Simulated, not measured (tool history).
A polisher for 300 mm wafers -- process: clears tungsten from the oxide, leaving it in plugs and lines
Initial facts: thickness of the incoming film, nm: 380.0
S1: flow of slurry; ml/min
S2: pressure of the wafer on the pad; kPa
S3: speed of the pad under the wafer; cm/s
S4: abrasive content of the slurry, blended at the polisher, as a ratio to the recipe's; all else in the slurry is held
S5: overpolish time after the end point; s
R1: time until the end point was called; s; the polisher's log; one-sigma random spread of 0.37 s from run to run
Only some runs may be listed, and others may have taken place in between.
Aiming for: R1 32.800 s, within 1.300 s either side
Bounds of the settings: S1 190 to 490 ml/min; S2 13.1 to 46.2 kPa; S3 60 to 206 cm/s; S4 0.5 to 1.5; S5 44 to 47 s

run 1 day=0.000 | S1=315 S2=29.6 S3=132 S4=1.0 S5=44 | R1=53.978
run 2 day=0.346 | S1=315 S2=29.6 S3=150 S4=1.0 S5=44 | R1=47.981
run 3 day=0.546 | S1=315 S2=37.2 S3=150 S4=1.0 S5=44 | R1=39.555
run 4 day=0.825 | S1=315 S2=37.2 S3=150 S4=1.0 S5=47 | R1=38.933
run 5 day=1.175 | S1=270 S2=37.2 S3=150 S4=1.0 S5=47 | R1=40.278
run 6 day=1.338 | S1=280 S2=38.6 S3=150 S4=1.0 S5=47 | R1=37.793
run 7 day=1.679 | S1=280 S2=40.0 S3=150 S4=1.0 S5=47 | R1=37.085
run 8 day=1.821 | S1=285 S2=40.7 S3=150 S4=1.0 S5=47 | R1=36.340
run 9 day=1.879 | S1=285 S2=40.7 S3=150 S4=1.0 S5=47 | R1=36.590

Exactly one of the 5 candidate moves below puts every result within its allowed miss. Which one?
run A day=1.938 | S1=250 S2=37.9 S3=132 S4=0.9 S5=47 | R1=?
run B day=1.938 | S1=270 S2=37.9 S3=144 S4=1.0 S5=47 | R1=?
run C day=1.938 | S1=310 S2=36.5 S3=150 S4=1.1 S5=47 | R1=?
run D day=1.938 | S1=290 S2=36.5 S3=164 S4=1.1 S5=46 | R1=?
run E day=1.938 | S1=280 S2=42.1 S3=160 S4=1.1 S5=44 | R1=?

move=A R1=45.291
move=B R1=40.341
move=C R1=38.740
move=D R1=35.750
move=E R1=32.288
A: moves away from the targets compared with the last run
B: moves away from the targets compared with the last run
C: moves away from the targets compared with the last run
D: gains on the last run, yet a result remains outside its allowed miss
E: in spec on every target
E meets every target.

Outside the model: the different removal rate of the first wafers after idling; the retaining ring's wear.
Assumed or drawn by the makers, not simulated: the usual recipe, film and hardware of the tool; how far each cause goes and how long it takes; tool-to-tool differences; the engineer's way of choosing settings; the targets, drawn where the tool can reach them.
